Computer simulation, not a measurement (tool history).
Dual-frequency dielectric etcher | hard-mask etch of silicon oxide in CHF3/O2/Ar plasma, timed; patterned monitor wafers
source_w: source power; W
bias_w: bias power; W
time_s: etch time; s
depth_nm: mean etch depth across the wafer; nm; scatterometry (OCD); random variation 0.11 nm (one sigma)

{"run": 1, "day": 0.0, "source_w": 500, "bias_w": 154, "time_s": 15, "depth_nm": 25.819}
{"run": 2, "day": 0.167, "source_w": 500, "bias_w": 167, "time_s": 15, "depth_nm": 26.868}
{"run": 3, "day": 0.462, "source_w": 520, "bias_w": 168, "time_s": 15, "depth_nm": 27.008}
{"run": 4, "day": 0.746, "source_w": 520, "bias_w": 154, "time_s": 15, "depth_nm": 26.213}
{"run": 5, "day": 1.042, "source_w": 520, "bias_w": 174, "time_s": 15, "depth_nm": 27.394}
{"run": 6, "day": 1.308, "source_w": 520, "bias_w": 151, "time_s": 15, "depth_nm": 25.974}
{"run": 7, "day": 1.45, "source_w": 540, "bias_w": 153, "time_s": 15, "depth_nm": 26.557}

What does the tool deliver on the next run?
{"run": 8, "day": 1.471, "source_w": 640, "bias_w": 159, "time_s": 15, "depth_nm": "?"}

depth_nm: 28.489 nm
